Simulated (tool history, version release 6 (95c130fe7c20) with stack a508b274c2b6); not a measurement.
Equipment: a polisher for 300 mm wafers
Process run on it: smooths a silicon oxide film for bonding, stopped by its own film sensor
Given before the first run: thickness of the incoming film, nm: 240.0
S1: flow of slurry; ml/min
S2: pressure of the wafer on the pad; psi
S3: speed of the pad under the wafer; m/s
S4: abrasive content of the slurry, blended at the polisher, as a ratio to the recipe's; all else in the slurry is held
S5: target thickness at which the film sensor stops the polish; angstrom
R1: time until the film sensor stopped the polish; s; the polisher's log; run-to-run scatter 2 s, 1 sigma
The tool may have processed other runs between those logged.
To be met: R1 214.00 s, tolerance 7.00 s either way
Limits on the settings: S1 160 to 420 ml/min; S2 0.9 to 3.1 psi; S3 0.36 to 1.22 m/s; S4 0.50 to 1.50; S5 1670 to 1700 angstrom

run 1 hour=0.0 | S1=270 S2=2.0 S3=0.78 S4=1.00 S5=1700 | R1=140.28
run 2 hour=3.6 | S1=270 S2=2.0 S3=0.78 S4=1.20 S5=1700 | R1=123.12
run 3 hour=4.2 | S1=270 S2=2.0 S3=0.88 S4=1.20 S5=1700 | R1=112.53
run 4 hour=5.6 | S1=270 S2=2.0 S3=0.88 S4=1.20 S5=1700 | R1=114.08
run 5 hour=10.0 | S1=270 S2=2.0 S3=0.88 S4=1.40 S5=1700 | R1=104.28
run 6 hour=14.7 | S1=270 S2=2.0 S3=0.88 S4=1.40 S5=1700 | R1=106.04
run 7 hour=18.9 | S1=270 S2=1.7 S3=0.84 S4=1.40 S5=1700 | R1=127.83
run 8 hour=23.6 | S1=270 S2=1.5 S3=0.82 S4=1.40 S5=1700 | R1=148.15
run 9 hour=25.5 | S1=270 S2=1.3 S3=0.82 S4=1.40 S5=1700 | R1=167.96
run 10 hour=26.6 | S1=270 S2=1.2 S3=0.82 S4=1.40 S5=1700 | R1=181.74
run 11 hour=29.0 | S1=270 S2=1.1 S3=0.82 S4=1.40 S5=1700 | R1=200.26
run 12 hour=36.5 | S1=270 S2=1.1 S3=0.82 S4=1.40 S5=1700 | R1=196.49

Below are 4 possible settings for the next run. Only one of them brings all results inside the allowed miss of their targets. Which is it?
run A hour=44.0 | S1=340 S2=1.1 S3=0.82 S4=1.45 S5=1670 | R1=?
run B hour=44.0 | S1=225 S2=1.3 S3=0.90 S4=1.35 S5=1700 | R1=?
run C hour=44.0 | S1=300 S2=1.3 S3=0.82 S4=1.40 S5=1690 | R1=?
run D hour=44.0 | S1=260 S2=1.1 S3=0.68 S4=1.50 S5=1700 | R1=?

move=A R1=198.28
move=B R1=165.20
move=C R1=169.01
move=D R1=215.81
A: moves toward the targets from the last run without getting all of them in spec
B: misses by more than the last run did
C: misses by more than the last run did
D: meets every target
Correct choice: D, which meets every target
